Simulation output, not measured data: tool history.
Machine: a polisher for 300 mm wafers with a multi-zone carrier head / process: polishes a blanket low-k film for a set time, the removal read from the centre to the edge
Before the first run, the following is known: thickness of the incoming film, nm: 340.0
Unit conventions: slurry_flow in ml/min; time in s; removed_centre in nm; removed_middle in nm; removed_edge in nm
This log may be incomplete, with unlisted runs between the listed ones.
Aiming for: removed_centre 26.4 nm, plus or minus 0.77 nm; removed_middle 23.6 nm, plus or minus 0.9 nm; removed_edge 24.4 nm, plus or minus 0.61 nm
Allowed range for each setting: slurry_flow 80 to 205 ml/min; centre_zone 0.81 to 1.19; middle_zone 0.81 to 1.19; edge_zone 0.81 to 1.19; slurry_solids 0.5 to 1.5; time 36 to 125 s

run 1 day=0 | slurry_flow=135 centre_zone=1 middle_zone=1 edge_zone=1 slurry_solids=1 time=80 | removed_centre=29.201 removed_middle=27.363 removed_edge=27.604
run 2 day=0.15 | slurry_flow=120 centre_zone=1 middle_zone=0.98 edge_zone=0.97 slurry_solids=1 time=80 | removed_centre=28.404 removed_middle=26.777 removed_edge=26.657
run 3 day=0.338 | slurry_flow=110 centre_zone=1 middle_zone=0.95 edge_zone=0.95 slurry_solids=1 time=80 | removed_centre=27.812 removed_middle=25.389 removed_edge=26.075
run 4 day=0.454 | slurry_flow=110 centre_zone=1 middle_zone=0.92 edge_zone=0.95 slurry_solids=1 time=80 | removed_centre=27.919 removed_middle=24.437 removed_edge=25.813
-- day=0.546 centre zone pressure recalibrated
run 5 day=0.546 | slurry_flow=105 centre_zone=1 middle_zone=0.92 edge_zone=0.93 slurry_solids=1 time=80 | removed_centre=25.807 removed_middle=24.334 removed_edge=25.429
run 6 day=0.812 | slurry_flow=135 centre_zone=1 middle_zone=0.92 edge_zone=0.93 slurry_solids=1 time=80 | removed_centre=27.85 removed_middle=25.415 removed_edge=26.484
run 7 day=1.158 | slurry_flow=125 centre_zone=1.01 middle_zone=0.91 edge_zone=0.91 slurry_solids=1 time=80 | removed_centre=27.469 removed_middle=25.196 removed_edge=26.387
run 8 day=1.471 | slurry_flow=115 centre_zone=1.03 middle_zone=0.91 edge_zone=0.91 slurry_solids=0.95 time=80 | removed_centre=26.87 removed_middle=24.331 removed_edge=25.41

Consider the 4 candidate settings below. Which is the only one whose results all fall within their allowed miss of target?
run A day=1.783 | slurry_flow=85 centre_zone=1.09 middle_zone=0.83 edge_zone=1.02 slurry_solids=1.05 time=83 | removed_centre=? removed_middle=? removed_edge=?
run B day=1.783 | slurry_flow=155 centre_zone=1.03 middle_zone=1.04 edge_zone=1.07 slurry_solids=0.65 time=85 | removed_centre=? removed_middle=? removed_edge=?
run C day=1.783 | slurry_flow=135 centre_zone=1.05 middle_zone=0.93 edge_zone=0.94 slurry_solids=0.75 time=82 | removed_centre=? removed_middle=? removed_edge=?
run D day=1.783 | slurry_flow=115 centre_zone=0.99 middle_zone=0.91 edge_zone=0.88 slurry_solids=0.95 time=85 | removed_centre=? removed_middle=? removed_edge=?

move=A removed_centre=28.226 removed_middle=22.547 removed_edge=26.992
move=B removed_centre=26.245 removed_middle=26.239 removed_edge=25.347
move=C removed_centre=26.602 removed_middle=23.842 removed_edge=24.368
move=D removed_centre=27.508 removed_middle=25.823 removed_edge=26.543
A: further off than the last run
B: further off than the last run
C: all results in spec
D: further off than the last run
The move that meets every target is C.

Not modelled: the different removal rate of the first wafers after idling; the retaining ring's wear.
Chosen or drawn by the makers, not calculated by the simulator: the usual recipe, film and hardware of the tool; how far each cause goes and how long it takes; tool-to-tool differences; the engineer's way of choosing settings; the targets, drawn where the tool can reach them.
